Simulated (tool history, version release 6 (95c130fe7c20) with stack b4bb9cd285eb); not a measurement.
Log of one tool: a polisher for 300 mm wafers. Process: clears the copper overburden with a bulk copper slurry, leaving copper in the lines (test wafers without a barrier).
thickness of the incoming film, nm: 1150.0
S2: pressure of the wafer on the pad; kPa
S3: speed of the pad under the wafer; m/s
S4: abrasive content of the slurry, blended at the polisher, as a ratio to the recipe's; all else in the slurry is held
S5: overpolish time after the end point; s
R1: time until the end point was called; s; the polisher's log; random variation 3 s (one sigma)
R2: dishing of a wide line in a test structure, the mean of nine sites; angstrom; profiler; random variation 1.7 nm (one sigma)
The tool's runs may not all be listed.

run 1 day=0 | flow_of_slurry_(ml/min)=285 S2=24.1 S3=0.84 S4=1 S5=16 | R1=118.77 R2=794.95
run 2 day=0.062 | flow_of_slurry_(ml/min)=285 S2=24.1 S3=0.7 S4=1 S5=16 | R1=133.66 R2=717.3
run 3 day=0.329 | flow_of_slurry_(ml/min)=285 S2=24.1 S3=0.7 S4=1 S5=22 | R1=134.25 R2=924.05
run 4 day=0.567 | flow_of_slurry_(ml/min)=285 S2=24.1 S3=0.7 S4=1.2 S5=22 | R1=131.13 R2=983.12
run 5 day=0.625 | flow_of_slurry_(ml/min)=285 S2=21.4 S3=0.7 S4=1.2 S5=23 | R1=148.56 R2=862.32
run 6 day=1 | flow_of_slurry_(ml/min)=285 S2=21.4 S3=0.82 S4=1.2 S5=23 | R1=131.02 R2=966.27

The next listed run, before its measurement:
run 7 day=1.317 | flow_of_slurry_(ml/min)=285 S2=18.6 S3=0.8 S4=1.2 S5=25 | R1=? R2=?

R1: 150.72 s
R2: 928.3 angstrom
